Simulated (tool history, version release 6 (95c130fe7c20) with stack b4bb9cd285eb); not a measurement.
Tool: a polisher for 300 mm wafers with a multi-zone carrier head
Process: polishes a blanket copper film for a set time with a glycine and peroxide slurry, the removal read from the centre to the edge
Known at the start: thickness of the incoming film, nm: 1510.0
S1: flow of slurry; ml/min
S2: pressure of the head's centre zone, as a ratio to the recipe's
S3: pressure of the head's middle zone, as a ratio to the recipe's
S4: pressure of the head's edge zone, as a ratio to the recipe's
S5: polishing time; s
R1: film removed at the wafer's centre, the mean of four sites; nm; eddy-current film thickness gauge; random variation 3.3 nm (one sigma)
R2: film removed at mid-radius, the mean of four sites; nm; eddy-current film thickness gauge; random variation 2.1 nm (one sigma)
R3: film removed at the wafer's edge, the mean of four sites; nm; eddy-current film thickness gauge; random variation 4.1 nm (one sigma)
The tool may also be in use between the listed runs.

| run | hour | S1 | S2 | S3 | S4 | S5 | R1 | R2 | R3 |
|---|---|---|---|---|---|---|---|---|---|
| 1 | 0.0 | 210 | 1.00 | 1.00 | 1.00 | 53 | 291.39 | 278.51 | 291.05 |
| 2 | 5.1 | 175 | 1.00 | 1.00 | 1.00 | 53 | 279.89 | 277.44 | 279.42 |
| 3 | 5.8 | 175 | 1.00 | 1.00 | 1.00 | 61 | 317.41 | 316.15 | 320.82 |
| 4 | 7.8 | 175 | 0.94 | 1.00 | 1.00 | 61 | 303.76 | 317.65 | 329.41 |
| 5 | 9.2 | 210 | 0.97 | 0.99 | 1.03 | 62 | 329.67 | 326.40 | 335.73 |
|  | 10.5 | worn pad replaced by a new one |
| 6 | 10.5 | 210 | 0.97 | 0.99 | 0.94 | 62 | 356.30 | 360.66 | 351.69 |

Run 7 comes next. What will it give?
| 7 | 11.2 | 165 | 1.02 | 0.89 | 0.97 | 71 | ? | ? | ? |

Run 7 gave R1 413.41 nm, R2 360.88 nm, R3 403.45 nm.

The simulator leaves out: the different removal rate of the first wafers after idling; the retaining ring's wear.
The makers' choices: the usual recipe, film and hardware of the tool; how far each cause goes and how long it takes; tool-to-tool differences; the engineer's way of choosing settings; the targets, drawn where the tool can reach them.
